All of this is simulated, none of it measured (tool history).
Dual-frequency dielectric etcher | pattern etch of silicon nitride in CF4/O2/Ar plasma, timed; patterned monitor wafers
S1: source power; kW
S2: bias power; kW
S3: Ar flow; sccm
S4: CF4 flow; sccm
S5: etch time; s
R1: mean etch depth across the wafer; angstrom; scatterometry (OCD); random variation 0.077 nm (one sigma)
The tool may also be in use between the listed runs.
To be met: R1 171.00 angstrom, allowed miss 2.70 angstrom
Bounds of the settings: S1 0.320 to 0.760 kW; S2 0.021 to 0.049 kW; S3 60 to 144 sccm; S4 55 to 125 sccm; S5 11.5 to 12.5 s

| run | hour | S1 | S2 | S3 | S4 | S5 | R1 |
|---|---|---|---|---|---|---|---|
| 1 | 0.0 | 0.540 | 0.035 | 102 | 90 | 12.5 | 214.99 |
| 2 | 9.0 | 0.520 | 0.035 | 102 | 90 | 12.5 | 207.38 |
| 3 | 11.2 | 0.520 | 0.035 | 117 | 90 | 12.5 | 203.61 |
| 4 | 15.2 | 0.510 | 0.035 | 117 | 90 | 12.5 | 199.40 |
| 5 | 17.1 | 0.500 | 0.035 | 117 | 90 | 12.5 | 194.86 |
| 6 | 18.6 | 0.500 | 0.032 | 117 | 90 | 12.5 | 190.52 |
| 7 | 19.2 | 0.490 | 0.032 | 117 | 90 | 12.5 | 186.35 |
| 8 | 26.1 | 0.480 | 0.032 | 117 | 90 | 12.5 | 183.39 |
| 9 | 33.1 | 0.430 | 0.032 | 117 | 90 | 12.5 | 161.08 |
| 10 | 40.4 | 0.460 | 0.032 | 117 | 90 | 12.5 | 175.69 |

5 next moves are on the table. One of them brings every result within its allowed miss. Which?
| A | 47.7 | 0.510 | 0.034 | 140 | 63 | 11.5 | ? |
| B | 47.7 | 0.450 | 0.032 | 113 | 92 | 12.0 | ? |
| C | 47.7 | 0.410 | 0.041 | 122 | 99 | 12.5 | ? |
| D | 47.7 | 0.500 | 0.031 | 111 | 78 | 12.0 | ? |
| E | 47.7 | 0.480 | 0.031 | 120 | 82 | 12.5 | ? |

| move | R1 |
|---|---|
| A | 169.77 |
| B | 164.40 |
| C | 165.08 |
| D | 179.75 |
| E | 178.27 |
A: meets every target
B: takes the result that was furthest off past its target
C: takes the result that was furthest off past its target
D: further off than the last run
E: further off than the last run
The right move is A.

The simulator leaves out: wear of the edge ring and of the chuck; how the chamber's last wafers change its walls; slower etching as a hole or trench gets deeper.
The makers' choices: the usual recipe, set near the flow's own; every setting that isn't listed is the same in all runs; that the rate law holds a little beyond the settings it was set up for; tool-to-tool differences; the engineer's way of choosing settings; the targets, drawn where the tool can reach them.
